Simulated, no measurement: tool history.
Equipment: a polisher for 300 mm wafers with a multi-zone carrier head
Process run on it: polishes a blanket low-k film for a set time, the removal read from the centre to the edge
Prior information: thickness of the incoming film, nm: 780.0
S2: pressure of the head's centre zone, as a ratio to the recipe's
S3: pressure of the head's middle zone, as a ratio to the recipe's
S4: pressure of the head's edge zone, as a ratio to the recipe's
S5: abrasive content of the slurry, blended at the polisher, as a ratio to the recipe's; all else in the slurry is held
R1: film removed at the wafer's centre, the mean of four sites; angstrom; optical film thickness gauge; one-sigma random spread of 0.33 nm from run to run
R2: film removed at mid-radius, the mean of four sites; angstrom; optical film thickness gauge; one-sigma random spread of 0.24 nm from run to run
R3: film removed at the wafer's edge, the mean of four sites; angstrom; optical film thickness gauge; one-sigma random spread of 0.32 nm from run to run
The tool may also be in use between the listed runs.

run 1 hour=0.0 | flow_of_slurry_(ml/min)=245 S2=1.00 S3=1.00 S4=1.00 S5=1.00 polishing_time_(s)=60 | R1=268.57 R2=254.60 R3=264.08
run 2 hour=1.9 | flow_of_slurry_(ml/min)=245 S2=1.06 S3=1.00 S4=1.00 S5=1.00 polishing_time_(s)=60 | R1=290.15 R2=255.75 R3=270.84
run 3 hour=6.0 | flow_of_slurry_(ml/min)=245 S2=1.00 S3=1.00 S4=1.00 S5=1.00 polishing_time_(s)=60 | R1=269.84 R2=256.07 R3=263.23
run 4 hour=9.8 | flow_of_slurry_(ml/min)=245 S2=1.00 S3=0.99 S4=0.96 S5=0.95 polishing_time_(s)=60 | R1=265.50 R2=247.50 R3=254.72
run 5 hour=12.7 | flow_of_slurry_(ml/min)=245 S2=1.00 S3=0.99 S4=0.96 S5=0.95 polishing_time_(s)=51 | R1=222.53 R2=209.73 R3=216.79
run 6 hour=18.0 | flow_of_slurry_(ml/min)=245 S2=1.00 S3=0.99 S4=0.96 S5=0.75 polishing_time_(s)=51 | R1=202.14 R2=191.27 R3=192.44
run 7 hour=20.8 | flow_of_slurry_(ml/min)=250 S2=1.03 S3=1.01 S4=0.97 S5=0.80 polishing_time_(s)=51 | R1=216.11 R2=199.86 R3=198.69

Run 8 is up next; what results do you expect?
run 8 hour=22.7 | flow_of_slurry_(ml/min)=255 S2=1.05 S3=1.02 S4=0.98 S5=0.85 polishing_time_(s)=51 | R1=? R2=? R3=?

R1: 219.11 angstrom
R2: 208.23 angstrom
R3: 210.63 angstrom
